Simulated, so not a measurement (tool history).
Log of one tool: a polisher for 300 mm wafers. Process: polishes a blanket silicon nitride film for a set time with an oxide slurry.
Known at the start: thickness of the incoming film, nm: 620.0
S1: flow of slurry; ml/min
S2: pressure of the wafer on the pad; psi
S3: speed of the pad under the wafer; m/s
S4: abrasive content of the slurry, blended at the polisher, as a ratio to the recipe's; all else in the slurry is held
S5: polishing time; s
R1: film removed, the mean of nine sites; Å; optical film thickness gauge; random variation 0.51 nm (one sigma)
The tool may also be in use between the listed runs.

run 1 hour=0.0 | S1=320 S2=3.2 S3=1.24 S4=1.0 S5=54 | R1=427.18
run 2 hour=5.8 | S1=285 S2=3.2 S3=1.24 S4=1.0 S5=54 | R1=425.40
run 3 hour=7.9 | S1=285 S2=3.2 S3=1.40 S4=1.0 S5=54 | R1=457.88
run 4 hour=10.9 | S1=285 S2=3.2 S3=1.20 S4=1.0 S5=54 | R1=422.17
run 5 hour=18.7 | S1=285 S2=2.6 S3=1.20 S4=1.0 S5=54 | R1=342.76
run 6 hour=22.0 | S1=285 S2=1.9 S3=1.20 S4=1.0 S5=54 | R1=262.15
run 7 hour=22.7 | S1=285 S2=2.5 S3=1.22 S4=1.0 S5=54 | R1=340.32
run 8 hour=29.8 | S1=285 S2=2.9 S3=1.24 S4=1.0 S5=54 | R1=384.34
run 9 hour=36.6 | S1=285 S2=3.1 S3=1.24 S4=1.0 S5=54 | R1=411.06
run 10 hour=42.6 | S1=285 S2=3.3 S3=1.24 S4=1.0 S5=54 | R1=438.95
run 11 hour=51.3 | S1=285 S2=3.4 S3=1.24 S4=1.0 S5=54 | R1=451.88

The next listed run, before its measurement:
run 12 hour=52.0 | S1=285 S2=3.5 S3=1.24 S4=1.0 S5=54 | R1=?

R1: 462.30 Å
